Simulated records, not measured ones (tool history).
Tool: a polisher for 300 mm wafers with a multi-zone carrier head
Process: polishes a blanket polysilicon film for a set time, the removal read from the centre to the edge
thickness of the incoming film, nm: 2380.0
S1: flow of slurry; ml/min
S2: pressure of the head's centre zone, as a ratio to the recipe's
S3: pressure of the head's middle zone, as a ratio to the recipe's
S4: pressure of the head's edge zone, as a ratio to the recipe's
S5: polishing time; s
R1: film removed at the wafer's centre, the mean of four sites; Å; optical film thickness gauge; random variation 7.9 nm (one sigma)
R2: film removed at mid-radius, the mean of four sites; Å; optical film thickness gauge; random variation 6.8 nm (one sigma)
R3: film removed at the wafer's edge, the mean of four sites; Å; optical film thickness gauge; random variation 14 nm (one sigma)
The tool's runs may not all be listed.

run  hour   S1    S2    S3    S4  S5      R1      R2      R3
  1   0.0  155  1.00  1.00  1.00  80  8030.0  7977.2  7905.5
  2   0.9  165  1.01  1.02  1.03  81  8300.6  8229.6  8216.3
  3   6.9  165  1.01  1.02  1.03  70  7237.3  7252.9  7266.1
  4  10.6  175  1.02  1.04  1.05  73  7658.1  7662.0  7633.8
  5  17.4  215  1.02  1.04  1.05  73  8010.4  7918.9  7881.0
  6  24.9  215  1.03  1.06  1.07  75  8337.0  8255.7  8300.9
  7  26.2  215  1.04  1.08  1.08  77  8507.3  8673.4  8335.3
  8  27.4  220  1.04  1.08  1.09  79  8834.0  8839.3  8555.9

Forecast run 9:
  9  31.3  220  1.04  1.08  1.09  79   ?   ?   ?

{"run 9": {"R1": 8827.8, "R2": 8933.1, "R3": 8621.8}}

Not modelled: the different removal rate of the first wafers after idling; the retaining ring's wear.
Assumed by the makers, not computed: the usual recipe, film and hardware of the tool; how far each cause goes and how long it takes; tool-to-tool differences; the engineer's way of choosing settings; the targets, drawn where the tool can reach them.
